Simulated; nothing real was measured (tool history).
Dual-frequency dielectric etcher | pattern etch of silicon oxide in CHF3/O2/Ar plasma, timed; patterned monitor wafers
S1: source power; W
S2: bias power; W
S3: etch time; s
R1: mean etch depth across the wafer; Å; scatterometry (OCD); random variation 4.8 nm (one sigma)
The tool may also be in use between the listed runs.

Run 1, hour 0.0: S1 540 W, S2 148 W, S3 559.5 s. Result: R1 10758.0 Å.
Run 2, hour 4.4: S1 480 W, S2 141 W, S3 559.5 s. Result: R1 9878.4 Å.
Run 3, hour 12.8: S1 480 W, S2 141 W, S3 583.0 s. Result: R1 10230.0 Å.
Run 4, hour 21.5: S1 450 W, S2 140 W, S3 583.0 s. Result: R1 9846.5 Å.
Run 5, hour 29.5: S1 450 W, S2 166 W, S3 583.0 s. Result: R1 10181.0 Å.
Run 6, hour 35.2: S1 450 W, S2 191 W, S3 583.0 s. Result: R1 10814.0 Å.
Run 7, hour 38.5: S1 410 W, S2 185 W, S3 581.0 s. Result: R1 9961.8 Å.
Run 8, hour 42.0: S1 390 W, S2 184 W, S3 581.0 s. Result: R1 9598.4 Å.
Run 9, hour 46.2: S1 380 W, S2 184 W, S3 581.0 s. Result: R1 9547.8 Å.
Run 10, hour 53.0: S1 370 W, S2 184 W, S3 581.0 s. Result: R1 9319.7 Å.
Run 11, hour 60.1: S1 320 W, S2 179 W, S3 580.0 s. Result: R1 7981.2 Å.
Run 12, hour 61.5: S1 330 W, S2 179 W, S3 580.0 s. Result: R1 8313.6 Å.

Run 13 comes next. What will it give?
Run 13, hour 62.6: S1 340 W, S2 179 W, S3 580.0 s. Result: R1 ?.

Run 13 gave R1 8507.4 Å.
